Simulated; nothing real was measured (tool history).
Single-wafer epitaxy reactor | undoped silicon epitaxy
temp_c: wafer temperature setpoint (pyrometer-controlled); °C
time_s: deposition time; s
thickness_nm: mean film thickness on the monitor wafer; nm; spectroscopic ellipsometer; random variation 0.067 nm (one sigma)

Run 1, hour 0: temp_c 650 °C, time_s 166 s. Result: thickness_nm 28.942 nm.
Run 2, hour 2.8: temp_c 649 °C, time_s 166 s. Result: thickness_nm 28.396 nm.
Run 3, hour 3.4: temp_c 648 °C, time_s 166 s. Result: thickness_nm 27.721 nm.
Run 4, hour 6.5: temp_c 647 °C, time_s 166 s. Result: thickness_nm 27.191 nm.
Run 5, hour 13.3: temp_c 654 °C, time_s 166 s. Result: thickness_nm 31.619 nm.
Run 6, hour 17.7: temp_c 652 °C, time_s 166 s. Result: thickness_nm 30.444 nm.
Run 7, hour 23: temp_c 651 °C, time_s 166 s. Result: thickness_nm 29.67 nm.
Run 8, hour 25.2: temp_c 650 °C, time_s 166 s. Result: thickness_nm 29.07 nm.

Run 9 comes next. What will it give?
Run 9, hour 26.4: temp_c 642 °C, time_s 165 s. Result: thickness_nm ?.

Run 9 gave thickness_nm 24.125 nm.
